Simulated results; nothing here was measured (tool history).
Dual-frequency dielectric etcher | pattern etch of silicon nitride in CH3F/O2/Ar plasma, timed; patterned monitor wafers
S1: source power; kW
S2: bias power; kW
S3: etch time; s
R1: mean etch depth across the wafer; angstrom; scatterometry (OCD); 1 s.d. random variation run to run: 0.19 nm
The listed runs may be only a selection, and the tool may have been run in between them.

Run 1, hour 0.0: S1 0.450 kW, S2 0.090 kW, S3 101.5 s. Result: R1 871.27 angstrom.
Run 2, hour 0.9: S1 0.440 kW, S2 0.090 kW, S3 101.5 s. Result: R1 864.90 angstrom.
Run 3, hour 2.1: S1 0.370 kW, S2 0.090 kW, S3 101.5 s. Result: R1 828.75 angstrom.
Run 4, hour 10.2: S1 0.360 kW, S2 0.090 kW, S3 101.5 s. Result: R1 825.24 angstrom.
Run 5, hour 16.6: S1 0.350 kW, S2 0.090 kW, S3 101.5 s. Result: R1 815.58 angstrom.
Run 6, hour 23.8: S1 0.350 kW, S2 0.090 kW, S3 105.5 s. Result: R1 849.58 angstrom.

Run 7 is up next; what results do you expect?
Run 7, hour 26.3: S1 0.340 kW, S2 0.089 kW, S3 105.5 s. Result: R1 ?.

Run 7 yielded R1 845.22 angstrom.
